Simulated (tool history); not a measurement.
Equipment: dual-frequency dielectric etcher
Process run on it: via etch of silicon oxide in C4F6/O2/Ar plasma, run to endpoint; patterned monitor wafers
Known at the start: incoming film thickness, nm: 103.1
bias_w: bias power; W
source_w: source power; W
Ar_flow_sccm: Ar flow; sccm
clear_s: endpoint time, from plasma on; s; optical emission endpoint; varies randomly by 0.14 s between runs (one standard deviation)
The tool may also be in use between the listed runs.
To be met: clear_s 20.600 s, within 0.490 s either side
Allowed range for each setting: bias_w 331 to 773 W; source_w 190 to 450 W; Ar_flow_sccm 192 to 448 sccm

run	hour	bias_w	source_w	Ar_flow_sccm	clear_s
1	0.0	552	320	320	23.535
2	4.2	585	330	319	22.359
3	6.8	602	330	319	21.886
4	14.1	613	330	319	21.569
5	16.2	621	330	319	21.702
6	18.4	632	330	319	21.380
7	24.3	640	330	319	21.109
8	26.1	645	330	319	21.159

Below are 5 possible settings for the next run. Only one of them brings all results inside the allowed miss of their targets. Which is it?
A	27.9	693	360	327	?
B	27.9	680	360	282	?
C	27.9	743	290	283	?
D	27.9	709	360	336	?
E	27.9	703	360	328	?

move	clear_s
A	19.600
B	19.413
C	20.560
D	19.420
E	19.450
A: carries the result that was furthest off beyond its target, to the other side
B: carries the result that was furthest off beyond its target, to the other side
C: every result lands within tolerance
D: carries the result that was furthest off beyond its target, to the other side
E: carries the result that was furthest off beyond its target, to the other side
Answer: C
